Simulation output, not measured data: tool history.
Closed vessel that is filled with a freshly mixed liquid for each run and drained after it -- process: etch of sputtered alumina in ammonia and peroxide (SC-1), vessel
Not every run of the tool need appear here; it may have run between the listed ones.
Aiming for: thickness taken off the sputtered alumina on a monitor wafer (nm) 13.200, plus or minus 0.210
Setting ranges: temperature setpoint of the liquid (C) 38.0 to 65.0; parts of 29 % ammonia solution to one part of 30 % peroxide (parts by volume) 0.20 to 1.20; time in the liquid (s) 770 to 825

run,day,temperature setpoint of the liquid (C),parts of 29 % ammonia solution to one part of 30 % peroxide (parts by volume),time in the liquid (s),thickness taken off the sputtered alumina on a monitor wafer (nm)
1,0.000,49.0,0.80,770,26.468
2,0.342,47.0,0.70,770,23.549
3,0.625,45.5,0.60,770,21.284
4,0.762,44.0,0.55,770,19.372
5,0.979,50.0,0.55,770,27.130
6,1.267,48.0,0.50,770,24.102
7,1.471,40.0,0.20,770,14.008
8,1.696,39.5,0.20,770,13.489

5 candidate next runs follow, results not yet known. Just one meets every target within its allowed miss. Identify it.
A,1.921,38.0,0.40,820,?
B,1.921,39.5,0.20,805,?
C,1.921,39.5,0.20,780,?
D,1.921,38.5,0.30,770,?
E,1.921,39.5,0.25,770,?

move,thickness taken off the sputtered alumina on a monitor wafer (nm)
A,14.156
B,14.219
C,13.778
D,13.324
E,13.895
A: its largest miss is bigger than the last run's
B: its largest miss is bigger than the last run's
C: its largest miss is bigger than the last run's
D: every result lands within tolerance
E: its largest miss is bigger than the last run's
Answer: D

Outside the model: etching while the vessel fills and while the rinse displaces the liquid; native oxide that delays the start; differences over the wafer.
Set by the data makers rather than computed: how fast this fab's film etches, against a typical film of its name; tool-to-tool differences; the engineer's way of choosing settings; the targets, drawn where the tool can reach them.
